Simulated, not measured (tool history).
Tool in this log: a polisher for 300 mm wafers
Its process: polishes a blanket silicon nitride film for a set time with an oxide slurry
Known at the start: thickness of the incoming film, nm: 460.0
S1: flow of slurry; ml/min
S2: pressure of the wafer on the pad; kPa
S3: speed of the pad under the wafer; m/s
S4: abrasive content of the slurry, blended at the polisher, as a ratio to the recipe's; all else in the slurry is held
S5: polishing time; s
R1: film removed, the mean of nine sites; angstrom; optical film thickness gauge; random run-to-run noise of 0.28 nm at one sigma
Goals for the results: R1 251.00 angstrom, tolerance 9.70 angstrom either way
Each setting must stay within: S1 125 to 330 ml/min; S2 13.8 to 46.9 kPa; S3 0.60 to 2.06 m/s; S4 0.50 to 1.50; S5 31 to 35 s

run,hour,S1,S2,S3,S4,S5,R1
1,0.0,210,30.3,1.32,1.00,35,306.89
2,6.3,210,28.3,1.32,1.00,35,284.27
3,7.3,210,26.9,1.32,1.00,35,275.17
4,8.6,210,26.9,1.64,1.00,35,328.36
5,9.7,210,26.9,1.64,1.00,35,330.09
6,12.6,210,26.9,1.84,1.00,35,357.38
7,20.6,210,23.4,1.82,1.00,35,308.05
8,25.4,210,22.1,1.82,1.00,35,294.80
9,27.3,210,20.7,1.82,1.00,35,273.75
10,31.4,210,20.0,1.82,1.00,35,265.62

Exactly one of the 5 candidate moves below puts every result within its allowed miss. Which one?
A,35.5,185,22.1,2.00,0.95,33,?
B,35.5,240,19.3,1.64,1.00,34,?
C,35.5,260,26.2,1.68,0.70,31,?
D,35.5,170,22.1,1.92,0.80,35,?
E,35.5,195,22.8,2.02,1.05,32,?

move,R1
A,290.81
B,236.69
C,255.88
D,274.83
E,306.69
A: further off than the last run
B: carries the result that was furthest off beyond its target, to the other side
C: in spec on every target
D: further off than the last run
E: further off than the last run
Go with C: it meets all targets.
